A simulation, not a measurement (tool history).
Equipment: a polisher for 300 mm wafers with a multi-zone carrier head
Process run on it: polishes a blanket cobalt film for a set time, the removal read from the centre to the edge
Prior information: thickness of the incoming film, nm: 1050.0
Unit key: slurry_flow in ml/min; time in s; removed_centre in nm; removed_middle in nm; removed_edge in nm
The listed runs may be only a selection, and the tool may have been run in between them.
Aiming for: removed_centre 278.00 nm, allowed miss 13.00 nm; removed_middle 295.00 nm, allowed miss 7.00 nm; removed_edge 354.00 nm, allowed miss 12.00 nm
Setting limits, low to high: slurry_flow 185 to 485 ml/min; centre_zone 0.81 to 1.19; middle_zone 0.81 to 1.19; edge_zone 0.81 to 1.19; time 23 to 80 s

run,hour,slurry_flow,centre_zone,middle_zone,edge_zone,time,removed_centre,removed_middle,removed_edge
1,0.0,310,1.00,1.00,1.00,51,251.88,259.25,266.16
2,4.6,310,0.97,0.98,1.06,54,259.42,270.75,288.13
3,10.8,310,0.97,1.02,1.06,54,257.51,279.94,292.80
4,19.6,300,0.95,0.99,1.10,56,263.25,284.87,312.26
5,27.7,295,0.94,0.98,1.13,57,266.86,284.02,318.24
6,28.8,295,0.94,0.98,1.13,67,314.53,337.87,377.79
7,35.8,295,0.94,0.98,1.13,67,308.50,333.64,381.43
8,44.5,295,0.94,0.98,1.13,67,314.97,334.64,373.91
9,46.1,285,0.91,0.95,1.12,66,292.54,317.09,366.49
# hour 48.3: edge zone pressure recalibrated
10,48.3,275,0.90,0.93,1.11,66,295.26,313.77,347.84
11,50.9,280,0.88,0.91,1.14,66,276.85,312.17,350.13

Which one of the following 4 next-run settings gets every result inside its allowed miss? There is exactly one.
A,53.5,265,0.83,0.95,0.98,69,?,?,?
B,53.5,225,0.85,0.96,1.09,67,?,?,?
C,53.5,295,0.83,0.92,1.03,71,?,?,?
D,53.5,305,0.86,0.87,1.16,65,?,?,?

move,removed_centre,removed_middle,removed_edge
A,275.17,329.76,350.37
B,266.93,315.75,352.41
C,287.05,334.48,372.99
D,273.36,293.29,363.79
A: further off than the last run
B: further off than the last run
C: further off than the last run
D: each result inside its tolerance
D meets every target.
